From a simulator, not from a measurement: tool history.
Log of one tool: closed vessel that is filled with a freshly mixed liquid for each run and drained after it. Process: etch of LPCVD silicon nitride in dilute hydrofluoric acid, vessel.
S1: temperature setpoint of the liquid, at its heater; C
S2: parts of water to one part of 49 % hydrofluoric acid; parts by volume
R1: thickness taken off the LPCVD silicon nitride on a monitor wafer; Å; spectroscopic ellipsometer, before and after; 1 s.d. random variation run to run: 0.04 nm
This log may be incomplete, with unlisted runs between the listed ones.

run 1 day=0 | S1=20 S2=45 time_in_the_liquid_(s)=730 | R1=69.315
run 2 day=0.354 | S1=20 S2=45 time_in_the_liquid_(s)=730 | R1=69.144
run 3 day=0.496 | S1=20 S2=45 time_in_the_liquid_(s)=525 | R1=49.566
run 4 day=0.854 | S1=21 S2=45 time_in_the_liquid_(s)=525 | R1=53.34
-- day=1.062 hydrofluoric acid flow meter replaced
run 5 day=1.062 | S1=21 S2=35 time_in_the_liquid_(s)=525 | R1=61.888
run 6 day=1.288 | S1=21.5 S2=35 time_in_the_liquid_(s)=530 | R1=64.83
run 7 day=1.679 | S1=22 S2=35 time_in_the_liquid_(s)=530 | R1=66.963
run 8 day=1.8 | S1=22.5 S2=35 time_in_the_liquid_(s)=530 | R1=69.89
run 9 day=1.942 | S1=23 S2=35 time_in_the_liquid_(s)=530 | R1=71.337

Estimate the outcome of run 10 from the log above:
run 10 day=2.138 | S1=23.5 S2=35 time_in_the_liquid_(s)=530 | R1=?

{"run 10": {"R1": 73.686}}

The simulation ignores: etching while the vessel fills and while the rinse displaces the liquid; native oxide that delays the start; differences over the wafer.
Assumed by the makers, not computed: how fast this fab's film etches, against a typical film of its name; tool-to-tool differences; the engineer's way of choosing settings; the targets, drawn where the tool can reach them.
